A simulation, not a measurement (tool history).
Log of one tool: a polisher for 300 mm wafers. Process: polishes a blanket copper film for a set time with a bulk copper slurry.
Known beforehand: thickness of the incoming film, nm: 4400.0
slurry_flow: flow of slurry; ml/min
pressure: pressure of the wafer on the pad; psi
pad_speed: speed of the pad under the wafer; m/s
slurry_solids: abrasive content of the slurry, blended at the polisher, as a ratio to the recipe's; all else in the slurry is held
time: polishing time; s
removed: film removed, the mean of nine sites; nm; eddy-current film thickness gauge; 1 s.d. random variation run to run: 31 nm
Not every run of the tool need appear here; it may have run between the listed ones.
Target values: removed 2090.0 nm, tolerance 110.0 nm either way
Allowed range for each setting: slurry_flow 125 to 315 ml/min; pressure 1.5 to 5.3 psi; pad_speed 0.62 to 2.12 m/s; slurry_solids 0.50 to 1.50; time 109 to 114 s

Run 1, hour 0.0: slurry_flow 205 ml/min, pressure 3.4 psi, pad_speed 1.36 m/s, slurry_solids 1.00, time 109 s. Result: removed 1571.4 nm.
Run 2, hour 4.2: slurry_flow 240 ml/min, pressure 3.4 psi, pad_speed 1.36 m/s, slurry_solids 1.00, time 109 s. Result: removed 1591.3 nm.
Run 3, hour 11.2: slurry_flow 240 ml/min, pressure 3.4 psi, pad_speed 1.36 m/s, slurry_solids 0.80, time 109 s. Result: removed 1514.7 nm.
Run 4, hour 19.7: slurry_flow 240 ml/min, pressure 3.4 psi, pad_speed 1.36 m/s, slurry_solids 0.80, time 114 s. Result: removed 1530.1 nm.
Run 5, hour 23.7: slurry_flow 240 ml/min, pressure 3.5 psi, pad_speed 1.36 m/s, slurry_solids 0.80, time 114 s. Result: removed 1574.8 nm.
Run 6, hour 27.9: slurry_flow 240 ml/min, pressure 3.6 psi, pad_speed 1.36 m/s, slurry_solids 0.80, time 114 s. Result: removed 1592.3 nm.
Run 7, hour 31.5: slurry_flow 240 ml/min, pressure 3.7 psi, pad_speed 1.36 m/s, slurry_solids 0.80, time 114 s. Result: removed 1681.9 nm.
Run 8, hour 34.2: slurry_flow 240 ml/min, pressure 3.8 psi, pad_speed 1.36 m/s, slurry_solids 0.80, time 114 s. Result: removed 1657.3 nm.

Pick the move, out of 4, that brings all results within their allowed miss; only one does.
Run A, hour 36.9: slurry_flow 190 ml/min, pressure 4.0 psi, pad_speed 1.38 m/s, slurry_solids 0.60, time 114 s. Result: removed ?.
Run B, hour 36.9: slurry_flow 265 ml/min, pressure 5.3 psi, pad_speed 1.52 m/s, slurry_solids 0.55, time 114 s. Result: removed ?.
Run C, hour 36.9: slurry_flow 245 ml/min, pressure 4.1 psi, pad_speed 1.58 m/s, slurry_solids 0.80, time 114 s. Result: removed ?.
Run D, hour 36.9: slurry_flow 305 ml/min, pressure 3.0 psi, pad_speed 1.38 m/s, slurry_solids 0.50, time 109 s. Result: removed ?.

move  removed
   A   1608.2
   B   2249.1
   C   2042.3
   D   1199.6
A: the biggest miss grows against the last run
B: takes the result that was furthest off past its target
C: in spec on every target
D: the biggest miss grows against the last run
The move that meets every target is C.

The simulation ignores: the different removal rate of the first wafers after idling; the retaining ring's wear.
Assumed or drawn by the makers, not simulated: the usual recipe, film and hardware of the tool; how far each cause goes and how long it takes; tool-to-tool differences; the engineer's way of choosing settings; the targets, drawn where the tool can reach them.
